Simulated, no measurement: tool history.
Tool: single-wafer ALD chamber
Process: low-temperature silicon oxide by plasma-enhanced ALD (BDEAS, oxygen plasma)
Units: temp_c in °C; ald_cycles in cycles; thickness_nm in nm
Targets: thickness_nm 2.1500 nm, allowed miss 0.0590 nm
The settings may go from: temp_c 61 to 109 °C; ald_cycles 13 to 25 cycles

{"run": 1, "hour": 0.0, "temp_c": 85, "ald_cycles": 19, "thickness_nm": 2.5889}
{"run": 2, "hour": 6.3, "temp_c": 76, "ald_cycles": 19, "thickness_nm": 2.6828}
{"run": 3, "hour": 7.7, "temp_c": 77, "ald_cycles": 19, "thickness_nm": 2.6509}
{"run": 4, "hour": 15.9, "temp_c": 77, "ald_cycles": 18, "thickness_nm": 2.542}
{"run": 5, "hour": 21.1, "temp_c": 78, "ald_cycles": 18, "thickness_nm": 2.5235}
{"run": 6, "hour": 29.7, "temp_c": 78, "ald_cycles": 20, "thickness_nm": 2.8021}
{"run": 7, "hour": 38.2, "temp_c": 90, "ald_cycles": 17, "thickness_nm": 2.2851}
{"hour": 46.7, "done": "thermocouple changed; heater temperature recalibrated"}
{"run": 8, "hour": 46.7, "temp_c": 91, "ald_cycles": 17, "thickness_nm": 2.2195}

5 next moves are on the table. One of them brings every result within its allowed miss. Which?
{"run": "A", "hour": 55.2, "temp_c": 97, "ald_cycles": 17, "thickness_nm": "?"}
{"run": "B", "hour": 55.2, "temp_c": 97, "ald_cycles": 18, "thickness_nm": "?"}
{"run": "C", "hour": 55.2, "temp_c": 81, "ald_cycles": 17, "thickness_nm": "?"}
{"run": "D", "hour": 55.2, "temp_c": 91, "ald_cycles": 15, "thickness_nm": "?"}
{"run": "E", "hour": 55.2, "temp_c": 88, "ald_cycles": 18, "thickness_nm": "?"}

move=A thickness_nm=2.1507
move=B thickness_nm=2.2772
move=C thickness_nm=2.2899
move=D thickness_nm=1.9437
move=E thickness_nm=2.3601
A: meets every target
B: further off than the last run
C: further off than the last run
D: takes the result that was furthest off past its target
E: further off than the last run
Answer: A

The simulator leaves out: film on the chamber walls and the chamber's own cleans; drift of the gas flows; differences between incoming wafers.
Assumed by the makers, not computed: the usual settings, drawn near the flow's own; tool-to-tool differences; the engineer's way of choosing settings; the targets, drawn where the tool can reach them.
